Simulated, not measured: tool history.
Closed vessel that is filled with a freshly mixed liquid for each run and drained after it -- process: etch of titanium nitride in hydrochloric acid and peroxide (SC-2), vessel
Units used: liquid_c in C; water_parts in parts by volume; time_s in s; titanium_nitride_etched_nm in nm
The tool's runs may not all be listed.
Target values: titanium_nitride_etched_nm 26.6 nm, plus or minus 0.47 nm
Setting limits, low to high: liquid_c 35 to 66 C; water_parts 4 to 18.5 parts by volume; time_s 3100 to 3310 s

{"run": 1, "hour": 0.0, "liquid_c": 50, "water_parts": 10.5, "time_s": 3100, "titanium_nitride_etched_nm": 71.227}
{"run": 2, "hour": 6.6, "liquid_c": 48, "water_parts": 10.5, "time_s": 3100, "titanium_nitride_etched_nm": 62.136}
{"run": 3, "hour": 13.9, "liquid_c": 48, "water_parts": 9, "time_s": 3100, "titanium_nitride_etched_nm": 69.929}
{"run": 4, "hour": 20.3, "liquid_c": 46, "water_parts": 9, "time_s": 3100, "titanium_nitride_etched_nm": 61.409}
{"run": 5, "hour": 21.2, "liquid_c": 46, "water_parts": 12.5, "time_s": 3100, "titanium_nitride_etched_nm": 46.599}
{"run": 6, "hour": 23.2, "liquid_c": 46, "water_parts": 12.5, "time_s": 3100, "titanium_nitride_etched_nm": 46.545}
{"run": 7, "hour": 30.2, "liquid_c": 45, "water_parts": 12.5, "time_s": 3100, "titanium_nitride_etched_nm": 43.406}
{"run": 8, "hour": 36.6, "liquid_c": 44, "water_parts": 12.5, "time_s": 3100, "titanium_nitride_etched_nm": 40.551}
{"run": 9, "hour": 45.2, "liquid_c": 43, "water_parts": 12.5, "time_s": 3100, "titanium_nitride_etched_nm": 37.788}
{"run": 10, "hour": 47.6, "liquid_c": 42, "water_parts": 12.5, "time_s": 3100, "titanium_nitride_etched_nm": 35.192}
{"run": 11, "hour": 51.2, "liquid_c": 41.5, "water_parts": 12.5, "time_s": 3100, "titanium_nitride_etched_nm": 34.169}

Below are 5 possible settings for the next run. Only one of them brings all results inside the allowed miss of their targets. Which is it?
{"run": "A", "hour": 54.8, "liquid_c": 36, "water_parts": 11, "time_s": 3240, "titanium_nitride_etched_nm": "?"}
{"run": "B", "hour": 54.8, "liquid_c": 41.5, "water_parts": 8, "time_s": 3310, "titanium_nitride_etched_nm": "?"}
{"run": "C", "hour": 54.8, "liquid_c": 44.5, "water_parts": 11.5, "time_s": 3175, "titanium_nitride_etched_nm": "?"}
{"run": "D", "hour": 54.8, "liquid_c": 40, "water_parts": 16, "time_s": 3100, "titanium_nitride_etched_nm": "?"}
{"run": "E", "hour": 54.8, "liquid_c": 45.5, "water_parts": 14.5, "time_s": 3185, "titanium_nitride_etched_nm": "?"}

move=A titanium_nitride_etched_nm=26.643
move=B titanium_nitride_etched_nm=52.455
move=C titanium_nitride_etched_nm=45.933
move=D titanium_nitride_etched_nm=24.548
move=E titanium_nitride_etched_nm=40.385
A: meets every target
B: further off than the last run
C: further off than the last run
D: pushes the last run's worst result past its target
E: further off than the last run
So the answer is move A, the one that meets all the targets.

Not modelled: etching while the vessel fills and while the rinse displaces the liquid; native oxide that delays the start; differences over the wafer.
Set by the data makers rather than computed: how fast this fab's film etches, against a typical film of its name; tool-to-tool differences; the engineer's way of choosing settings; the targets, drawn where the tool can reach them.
